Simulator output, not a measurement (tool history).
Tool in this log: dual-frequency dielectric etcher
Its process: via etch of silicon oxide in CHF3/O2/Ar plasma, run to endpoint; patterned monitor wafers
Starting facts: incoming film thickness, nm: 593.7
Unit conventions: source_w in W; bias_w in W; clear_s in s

| run | hour | source_w | bias_w | clear_s |
|---|---|---|---|---|
| 1 | 0.0 | 510 | 164 | 311.67 |
| 2 | 4.3 | 460 | 163 | 324.23 |
| 3 | 10.3 | 420 | 162 | 338.08 |
| 4 | 17.7 | 400 | 162 | 343.24 |
| 5 | 22.6 | 380 | 162 | 351.14 |
| 6 | 27.9 | 380 | 175 | 342.42 |
| 7 | 34.8 | 380 | 175 | 342.66 |

The next listed run, before its measurement:
| 8 | 41.7 | 360 | 175 | ? |

{"run 8": {"clear_s": 349.58}}
